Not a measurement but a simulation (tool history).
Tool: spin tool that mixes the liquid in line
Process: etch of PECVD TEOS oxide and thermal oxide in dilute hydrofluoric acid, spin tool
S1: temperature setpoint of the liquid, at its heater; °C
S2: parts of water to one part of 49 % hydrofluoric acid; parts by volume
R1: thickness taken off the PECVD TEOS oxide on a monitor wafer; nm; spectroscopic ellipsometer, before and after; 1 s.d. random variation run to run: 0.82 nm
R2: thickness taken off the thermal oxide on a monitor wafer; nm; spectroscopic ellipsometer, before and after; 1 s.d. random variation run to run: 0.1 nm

Run 1, hour 0.0: S1 22.0 °C, S2 60 parts by volume, time under the liquid (s) 140. Result: R1 54.617 nm, R2 10.856 nm.
Run 2, hour 2.4: S1 23.5 °C, S2 60 parts by volume, time under the liquid (s) 140. Result: R1 58.513 nm, R2 11.576 nm.
Run 3, hour 4.4: S1 25.0 °C, S2 60 parts by volume, time under the liquid (s) 140. Result: R1 60.985 nm, R2 12.153 nm.
Run 4, hour 5.7: S1 26.0 °C, S2 55 parts by volume, time under the liquid (s) 140. Result: R1 70.621 nm, R2 13.957 nm.
Run 5, hour 8.2: S1 26.0 °C, S2 70 parts by volume, time under the liquid (s) 140. Result: R1 54.010 nm, R2 10.789 nm.
Run 6, hour 10.2: S1 26.0 °C, S2 70 parts by volume, time under the liquid (s) 200. Result: R1 77.882 nm, R2 15.243 nm.
Run 7, hour 15.2: S1 27.0 °C, S2 70 parts by volume, time under the liquid (s) 200. Result: R1 80.138 nm, R2 15.925 nm.
Run 8, hour 23.6: S1 27.5 °C, S2 70 parts by volume, time under the liquid (s) 200. Result: R1 82.116 nm, R2 16.401 nm.
Run 9, hour 26.3: S1 27.5 °C, S2 70 parts by volume, time under the liquid (s) 200. Result: R1 81.870 nm, R2 16.115 nm.
Run 10, hour 29.5: S1 28.0 °C, S2 70 parts by volume, time under the liquid (s) 200. Result: R1 84.275 nm, R2 16.758 nm.

Run 11 is up next; what results do you expect?
Run 11, hour 31.5: S1 28.5 °C, S2 70 parts by volume, time under the liquid (s) 200. Result: R1 ?, R2 ?.

R1: 85.388 nm
R2: 16.845 nm
